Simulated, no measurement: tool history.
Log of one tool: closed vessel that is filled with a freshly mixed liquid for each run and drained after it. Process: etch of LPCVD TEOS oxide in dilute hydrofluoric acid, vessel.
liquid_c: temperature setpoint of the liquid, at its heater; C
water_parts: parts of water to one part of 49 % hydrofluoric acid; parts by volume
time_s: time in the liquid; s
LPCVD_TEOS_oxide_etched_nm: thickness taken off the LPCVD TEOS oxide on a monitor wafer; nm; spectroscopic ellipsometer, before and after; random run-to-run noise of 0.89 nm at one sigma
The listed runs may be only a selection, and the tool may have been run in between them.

Run 1, hour 0.0: liquid_c 21.0 C, water_parts 200 parts by volume, time_s 315 s. Result: LPCVD_TEOS_oxide_etched_nm 71.653 nm.
Run 2, hour 6.8: liquid_c 22.5 C, water_parts 195 parts by volume, time_s 315 s. Result: LPCVD_TEOS_oxide_etched_nm 78.345 nm.
Run 3, hour 10.4: liquid_c 22.5 C, water_parts 195 parts by volume, time_s 340 s. Result: LPCVD_TEOS_oxide_etched_nm 83.896 nm.
Run 4, hour 12.4: liquid_c 23.5 C, water_parts 190 parts by volume, time_s 340 s. Result: LPCVD_TEOS_oxide_etched_nm 90.551 nm.
Run 5, hour 20.7: liquid_c 24.5 C, water_parts 185 parts by volume, time_s 340 s. Result: LPCVD_TEOS_oxide_etched_nm 97.033 nm.
Run 6, hour 27.9: liquid_c 24.5 C, water_parts 185 parts by volume, time_s 315 s. Result: LPCVD_TEOS_oxide_etched_nm 90.151 nm.
Run 7, hour 32.5: liquid_c 25.5 C, water_parts 180 parts by volume, time_s 315 s. Result: LPCVD_TEOS_oxide_etched_nm 96.785 nm.

Estimate the outcome of run 8 from the log above:
Run 8, hour 36.8: liquid_c 26.0 C, water_parts 180 parts by volume, time_s 315 s. Result: LPCVD_TEOS_oxide_etched_nm ?.

LPCVD_TEOS_oxide_etched_nm: 99.155 nm
